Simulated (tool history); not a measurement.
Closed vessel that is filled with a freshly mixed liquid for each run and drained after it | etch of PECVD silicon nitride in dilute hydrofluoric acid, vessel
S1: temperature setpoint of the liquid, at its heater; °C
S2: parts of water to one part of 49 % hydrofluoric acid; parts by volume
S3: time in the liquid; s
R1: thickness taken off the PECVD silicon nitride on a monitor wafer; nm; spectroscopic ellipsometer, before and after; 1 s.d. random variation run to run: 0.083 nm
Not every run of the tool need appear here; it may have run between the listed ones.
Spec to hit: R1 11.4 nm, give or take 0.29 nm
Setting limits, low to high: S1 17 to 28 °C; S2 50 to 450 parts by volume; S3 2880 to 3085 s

run,hour,S1,S2,S3,R1
1,0,20,250,2880,15.02
2,8.2,18.5,250,2880,13.456
3,15.1,17,250,2880,12.186
4,16.4,19.5,250,2880,14.347
5,20.7,19.5,250,3085,15.315
6,27.8,19,255,3085,14.729
7,28.9,19,260,3085,14.471
8,30,19,265,3085,13.949

Which single option among these 5 for the next run brings every result within its allowed miss of target? Just one does.
A,31.1,18.5,195,3085,?
B,31.1,25.5,340,2955,?
C,31.1,18.5,320,2890,?
D,31.1,17,270,2910,?
E,31.1,21,210,2960,?

move,R1
A,18.426
B,15.915
C,10.724
D,11.518
E,19.391
A: misses by more than the last run did
B: misses by more than the last run did
C: takes the biggest miss from the last run beyond its target
D: in spec on every target
E: misses by more than the last run did
Go with D: it meets all targets.
